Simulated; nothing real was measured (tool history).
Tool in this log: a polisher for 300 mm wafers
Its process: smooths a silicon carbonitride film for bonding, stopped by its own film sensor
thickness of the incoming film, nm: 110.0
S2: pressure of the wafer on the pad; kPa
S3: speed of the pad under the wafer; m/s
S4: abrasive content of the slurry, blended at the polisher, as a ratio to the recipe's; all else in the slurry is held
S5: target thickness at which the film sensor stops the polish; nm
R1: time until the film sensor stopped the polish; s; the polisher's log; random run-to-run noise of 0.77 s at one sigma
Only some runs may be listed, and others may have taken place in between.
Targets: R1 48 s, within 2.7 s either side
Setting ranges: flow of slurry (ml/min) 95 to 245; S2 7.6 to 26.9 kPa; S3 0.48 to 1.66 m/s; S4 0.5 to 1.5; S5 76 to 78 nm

Run 1, hour 0: flow of slurry (ml/min) 155, S2 17.2 kPa, S3 1.06 m/s, S4 1, S5 78 nm. Result: R1 81.173 s.
Run 2, hour 7.4: flow of slurry (ml/min) 155, S2 17.2 kPa, S3 1.06 m/s, S4 0.85, S5 78 nm. Result: R1 87.403 s.
Run 3, hour 9.4: flow of slurry (ml/min) 155, S2 17.2 kPa, S3 1.06 m/s, S4 0.7, S5 78 nm. Result: R1 95.978 s.
Run 4, hour 15.5: flow of slurry (ml/min) 155, S2 15.2 kPa, S3 1.06 m/s, S4 0.7, S5 78 nm. Result: R1 106.03 s.
Run 5, hour 19.1: flow of slurry (ml/min) 155, S2 13.8 kPa, S3 1.06 m/s, S4 0.7, S5 78 nm. Result: R1 116.5 s.
Run 6, hour 25.6: flow of slurry (ml/min) 155, S2 13.8 kPa, S3 1.06 m/s, S4 0.7, S5 76 nm. Result: R1 117.35 s.
Run 7, hour 32.3: flow of slurry (ml/min) 155, S2 17.2 kPa, S3 1.16 m/s, S4 0.7, S5 76 nm. Result: R1 96.803 s.
Run 8, hour 37.4: flow of slurry (ml/min) 155, S2 20 kPa, S3 1.26 m/s, S4 0.7, S5 76 nm. Result: R1 80.053 s.
Run 9, hour 39.3: flow of slurry (ml/min) 155, S2 22.1 kPa, S3 1.34 m/s, S4 0.7, S5 76 nm. Result: R1 71.119 s.
Run 10, hour 44.4: flow of slurry (ml/min) 155, S2 23.4 kPa, S3 1.42 m/s, S4 0.7, S5 76 nm. Result: R1 65.123 s.
Run 11, hour 49.1: flow of slurry (ml/min) 155, S2 24.8 kPa, S3 1.48 m/s, S4 0.7, S5 76 nm. Result: R1 60.787 s.
Run 12, hour 51.5: flow of slurry (ml/min) 155, S2 25.5 kPa, S3 1.54 m/s, S4 0.75, S5 76 nm. Result: R1 54.553 s.
Run 13, hour 55.6: flow of slurry (ml/min) 155, S2 26.2 kPa, S3 1.58 m/s, S4 0.75, S5 76 nm. Result: R1 52.484 s.
Run 14, hour 61.1: flow of slurry (ml/min) 155, S2 26.2 kPa, S3 1.6 m/s, S4 0.75, S5 76 nm. Result: R1 52.942 s.
Run 15, hour 66.2: flow of slurry (ml/min) 155, S2 26.2 kPa, S3 1.62 m/s, S4 0.75, S5 76 nm. Result: R1 53.704 s.

Exercise: of the 4 proposed moves below, exactly one satisfies all targets within the stated allowed misses. Which move is it?
Run A, hour 71.3: flow of slurry (ml/min) 120, S2 22.8 kPa, S3 1.6 m/s, S4 0.65, S5 76 nm. Result: R1 ?.
Run B, hour 71.3: flow of slurry (ml/min) 150, S2 19.3 kPa, S3 1.64 m/s, S4 0.8, S5 76 nm. Result: R1 ?.
Run C, hour 71.3: flow of slurry (ml/min) 215, S2 22.8 kPa, S3 1.4 m/s, S4 0.7, S5 78 nm. Result: R1 ?.
Run D, hour 71.3: flow of slurry (ml/min) 165, S2 26.9 kPa, S3 1.5 m/s, S4 0.85, S5 78 nm. Result: R1 ?.

move      R1
   A  65.313
   B  63.357
   C  61.349
   D  47.781
A: the biggest miss grows against the last run
B: the biggest miss grows against the last run
C: the biggest miss grows against the last run
D: all results land within tolerance of their targets
D meets every target.
